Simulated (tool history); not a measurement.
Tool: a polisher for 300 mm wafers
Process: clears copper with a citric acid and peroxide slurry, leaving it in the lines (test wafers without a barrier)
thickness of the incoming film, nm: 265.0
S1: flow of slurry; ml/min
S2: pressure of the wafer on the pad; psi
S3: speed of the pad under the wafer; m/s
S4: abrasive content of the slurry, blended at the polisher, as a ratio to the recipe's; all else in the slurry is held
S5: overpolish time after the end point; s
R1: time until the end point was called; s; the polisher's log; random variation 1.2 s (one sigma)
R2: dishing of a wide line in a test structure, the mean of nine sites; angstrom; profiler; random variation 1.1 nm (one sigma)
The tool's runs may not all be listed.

run	day	S1	S2	S3	S4	S5	R1	R2
1	0	255	2.2	1.32	1	27	110.35	342.04
2	0.167	255	2.4	1.32	1	29	100.08	386.16
3	0.454	255	2.7	1.32	1	29	87.242	432.03
4	0.517	255	2.7	1.32	1.2	29	87.801	412.32
5	0.862	255	2.7	1.32	1	29	88.503	395.95
6	1.096	255	2.7	1.32	1	19	88.322	320.36
7	1.25	255	2.8	1.32	1	24	88.161	388.19

Run 8 comes next. What will it give?
8	1.417	255	2.9	1.32	1	26	?	?

R1: 85.873 s
R2: 408.26 angstrom

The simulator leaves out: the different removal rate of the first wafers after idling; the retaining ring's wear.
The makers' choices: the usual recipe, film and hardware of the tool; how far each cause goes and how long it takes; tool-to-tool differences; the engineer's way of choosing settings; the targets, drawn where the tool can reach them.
